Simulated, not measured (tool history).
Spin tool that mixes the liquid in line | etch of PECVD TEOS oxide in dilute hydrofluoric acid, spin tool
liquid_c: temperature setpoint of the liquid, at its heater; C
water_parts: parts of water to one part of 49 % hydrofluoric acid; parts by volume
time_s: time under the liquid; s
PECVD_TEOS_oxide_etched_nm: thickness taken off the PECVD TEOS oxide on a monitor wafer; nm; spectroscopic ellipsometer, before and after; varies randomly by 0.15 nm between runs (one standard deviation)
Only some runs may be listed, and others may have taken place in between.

Run 1, hour 0: liquid_c 24 C, water_parts 240 parts by volume, time_s 210 s. Result: PECVD_TEOS_oxide_etched_nm 15.398 nm.
Run 2, hour 6.6: liquid_c 27 C, water_parts 240 parts by volume, time_s 210 s. Result: PECVD_TEOS_oxide_etched_nm 17.102 nm.
Run 3, hour 11.8: liquid_c 28 C, water_parts 220 parts by volume, time_s 210 s. Result: PECVD_TEOS_oxide_etched_nm 19.879 nm.
Run 4, hour 18.1: liquid_c 29 C, water_parts 205 parts by volume, time_s 210 s. Result: PECVD_TEOS_oxide_etched_nm 22.393 nm.
Run 5, hour 20.3: liquid_c 29 C, water_parts 145 parts by volume, time_s 210 s. Result: PECVD_TEOS_oxide_etched_nm 34.141 nm.
Run 6, hour 28.1: liquid_c 29 C, water_parts 200 parts by volume, time_s 210 s. Result: PECVD_TEOS_oxide_etched_nm 23.105 nm.
At hour 31: hydrofluoric acid flow meter replaced.
Run 7, hour 31: liquid_c 29.5 C, water_parts 190 parts by volume, time_s 210 s. Result: PECVD_TEOS_oxide_etched_nm 28.586 nm.
Run 8, hour 36.6: liquid_c 30 C, water_parts 190 parts by volume, time_s 210 s. Result: PECVD_TEOS_oxide_etched_nm 28.964 nm.
Run 9, hour 43.8: liquid_c 30.5 C, water_parts 190 parts by volume, time_s 210 s. Result: PECVD_TEOS_oxide_etched_nm 29.502 nm.
Run 10, hour 46.6: liquid_c 31 C, water_parts 190 parts by volume, time_s 210 s. Result: PECVD_TEOS_oxide_etched_nm 29.875 nm.

What does the tool deliver on the next run?
Run 11, hour 55.3: liquid_c 31.5 C, water_parts 190 parts by volume, time_s 210 s. Result: PECVD_TEOS_oxide_etched_nm ?.

{"run 11": {"PECVD_TEOS_oxide_etched_nm": 30.549}}
